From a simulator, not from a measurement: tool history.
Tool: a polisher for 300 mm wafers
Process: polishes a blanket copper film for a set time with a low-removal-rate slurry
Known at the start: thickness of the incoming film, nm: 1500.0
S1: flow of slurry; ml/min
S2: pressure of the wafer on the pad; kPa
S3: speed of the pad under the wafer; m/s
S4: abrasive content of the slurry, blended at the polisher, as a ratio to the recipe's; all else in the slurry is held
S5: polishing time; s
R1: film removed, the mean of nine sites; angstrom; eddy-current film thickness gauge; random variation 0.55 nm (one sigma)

Run 1, day 0.000: S1 300 ml/min, S2 12.4 kPa, S3 0.94 m/s, S4 1.0, S5 48 s. Result: R1 838.25 angstrom.
Run 2, day 0.104: S1 250 ml/min, S2 12.4 kPa, S3 0.94 m/s, S4 1.0, S5 48 s. Result: R1 823.78 angstrom.
Run 3, day 0.283: S1 250 ml/min, S2 12.4 kPa, S3 0.94 m/s, S4 1.2, S5 48 s. Result: R1 873.07 angstrom.
Run 4, day 0.425: S1 250 ml/min, S2 10.3 kPa, S3 0.92 m/s, S4 1.2, S5 48 s. Result: R1 709.45 angstrom.
Run 5, day 0.692: S1 285 ml/min, S2 10.3 kPa, S3 0.92 m/s, S4 1.2, S5 48 s. Result: R1 714.53 angstrom.
Run 6, day 0.733: S1 285 ml/min, S2 9.0 kPa, S3 0.92 m/s, S4 1.2, S5 48 s. Result: R1 621.78 angstrom.
Run 7, day 0.975: S1 285 ml/min, S2 8.3 kPa, S3 0.92 m/s, S4 1.2, S5 48 s. Result: R1 577.45 angstrom.

Run 8 comes next. What will it give?
Run 8, day 1.175: S1 285 ml/min, S2 7.6 kPa, S3 0.92 m/s, S4 1.2, S5 48 s. Result: R1 ?.

R1: 539.99 angstrom

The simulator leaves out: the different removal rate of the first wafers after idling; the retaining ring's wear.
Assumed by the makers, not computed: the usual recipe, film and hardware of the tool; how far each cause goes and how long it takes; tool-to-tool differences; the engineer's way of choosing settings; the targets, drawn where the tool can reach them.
